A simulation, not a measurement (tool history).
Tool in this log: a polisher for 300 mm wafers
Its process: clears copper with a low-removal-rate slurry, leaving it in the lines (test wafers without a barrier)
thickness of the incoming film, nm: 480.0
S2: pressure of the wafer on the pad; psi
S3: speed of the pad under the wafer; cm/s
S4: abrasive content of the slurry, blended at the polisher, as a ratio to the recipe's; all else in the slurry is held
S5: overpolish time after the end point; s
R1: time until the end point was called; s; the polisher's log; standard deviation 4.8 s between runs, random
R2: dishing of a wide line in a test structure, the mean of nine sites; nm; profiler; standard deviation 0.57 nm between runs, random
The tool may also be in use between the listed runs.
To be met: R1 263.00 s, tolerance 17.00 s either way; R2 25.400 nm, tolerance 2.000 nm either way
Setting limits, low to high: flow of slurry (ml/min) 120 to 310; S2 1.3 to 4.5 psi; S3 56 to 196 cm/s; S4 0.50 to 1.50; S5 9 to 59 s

Run 1, hour 0.0: flow of slurry (ml/min) 200, S2 2.9 psi, S3 126 cm/s, S4 1.00, S5 30 s. Result: R1 158.93 s, R2 66.728 nm.
Run 2, hour 6.0: flow of slurry (ml/min) 200, S2 2.6 psi, S3 126 cm/s, S4 1.00, S5 26 s. Result: R1 171.25 s, R2 54.467 nm.
Run 3, hour 10.1: flow of slurry (ml/min) 200, S2 1.9 psi, S3 126 cm/s, S4 1.00, S5 26 s. Result: R1 246.91 s, R2 42.108 nm.
Run 4, hour 11.9: flow of slurry (ml/min) 200, S2 1.8 psi, S3 126 cm/s, S4 1.00, S5 22 s. Result: R1 248.51 s, R2 33.990 nm.
Run 5, hour 17.3: flow of slurry (ml/min) 200, S2 1.8 psi, S3 126 cm/s, S4 1.00, S5 21 s. Result: R1 254.26 s, R2 31.755 nm.
Run 6, hour 22.3: flow of slurry (ml/min) 160, S2 1.8 psi, S3 126 cm/s, S4 1.00, S5 21 s. Result: R1 258.55 s, R2 32.383 nm.
At hour 31.2: head pressure recalibrated.
Run 7, hour 31.2: flow of slurry (ml/min) 160, S2 1.8 psi, S3 126 cm/s, S4 1.00, S5 20 s. Result: R1 237.45 s, R2 35.573 nm.
Run 8, hour 36.8: flow of slurry (ml/min) 170, S2 1.8 psi, S3 126 cm/s, S4 1.00, S5 19 s. Result: R1 239.79 s, R2 32.902 nm.
Run 9, hour 38.0: flow of slurry (ml/min) 170, S2 1.7 psi, S3 126 cm/s, S4 1.00, S5 18 s. Result: R1 239.96 s, R2 29.595 nm.
Run 10, hour 39.3: flow of slurry (ml/min) 170, S2 1.6 psi, S3 126 cm/s, S4 1.00, S5 18 s. Result: R1 265.76 s, R2 27.503 nm.

Below are 5 possible settings for the next run. Only one of them brings all results inside the allowed miss of their targets. Which is it?
Run A, hour 40.6: flow of slurry (ml/min) 175, S2 1.5 psi, S3 136 cm/s, S4 0.85, S5 23 s. Result: R1 ?, R2 ?.
Run B, hour 40.6: flow of slurry (ml/min) 155, S2 1.7 psi, S3 112 cm/s, S4 1.30, S5 16 s. Result: R1 ?, R2 ?.
Run C, hour 40.6: flow of slurry (ml/min) 145, S2 1.5 psi, S3 136 cm/s, S4 0.80, S5 14 s. Result: R1 ?, R2 ?.
Run D, hour 40.6: flow of slurry (ml/min) 205, S2 1.5 psi, S3 138 cm/s, S4 1.20, S5 22 s. Result: R1 ?, R2 ?.
Run E, hour 40.6: flow of slurry (ml/min) 120, S2 1.9 psi, S3 114 cm/s, S4 0.90, S5 19 s. Result: R1 ?, R2 ?.

move      R1      R2
   A  265.79  34.772
   B  256.59  26.531
   C  275.05  22.061
   D  246.46  35.664
   E  250.13  31.629
A: lands further from the targets than the last run did
B: every result within its allowed miss
C: carries the result that was furthest off beyond its target, to the other side
D: lands further from the targets than the last run did
E: lands further from the targets than the last run did
So the answer is move B, the one that meets all the targets.

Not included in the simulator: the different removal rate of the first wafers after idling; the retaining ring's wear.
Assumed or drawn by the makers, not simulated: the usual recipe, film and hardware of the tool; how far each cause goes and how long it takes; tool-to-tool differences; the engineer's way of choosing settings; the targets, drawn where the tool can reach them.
